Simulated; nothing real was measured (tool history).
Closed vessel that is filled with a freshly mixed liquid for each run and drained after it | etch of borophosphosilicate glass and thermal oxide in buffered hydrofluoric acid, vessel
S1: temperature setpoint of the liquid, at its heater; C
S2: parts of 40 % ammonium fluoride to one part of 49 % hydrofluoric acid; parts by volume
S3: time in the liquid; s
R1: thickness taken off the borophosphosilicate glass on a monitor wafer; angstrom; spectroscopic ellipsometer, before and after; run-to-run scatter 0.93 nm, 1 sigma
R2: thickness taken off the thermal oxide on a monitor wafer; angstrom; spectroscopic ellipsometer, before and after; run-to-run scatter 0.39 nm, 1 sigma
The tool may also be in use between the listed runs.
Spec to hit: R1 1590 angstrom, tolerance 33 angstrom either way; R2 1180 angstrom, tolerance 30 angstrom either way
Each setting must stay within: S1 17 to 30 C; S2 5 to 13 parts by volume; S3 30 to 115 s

run	hour	S1	S2	S3	R1	R2
1	0	22	8	60	1019.9	757.13
2	2.1	24.5	8	60	1167.5	862.45
3	10.5	26.5	8	60	1310.2	961.37
4	11.9	26.5	8	50	1078.8	799.65
5	14.5	30	8	50	1316.3	967.14
6	23.4	30	8	50	1321.1	965.37
7	29.9	30	7.5	50	1415.7	1039.4
8	33.1	30	7.5	50	1412	1036.1
9	40	30	7	50	1506.9	1120.4
10	41.3	30	7	50	1504.1	1119.9

Exercise: of the 4 proposed moves below, exactly one satisfies all targets within the stated allowed misses. Which move is it?
A	42.6	30	7.5	50	?	?
B	42.6	28	5	40	?	?
C	42.6	28.5	6	50	?	?
D	42.6	30	8.5	60	?	?

move	R1	R2
A	1398.4	1037.1
B	1458.7	1072.1
C	1597.4	1179.7
D	1463.8	1087
A: the biggest miss grows against the last run
B: the biggest miss grows against the last run
C: all results in spec
D: the biggest miss grows against the last run
The right move is C.
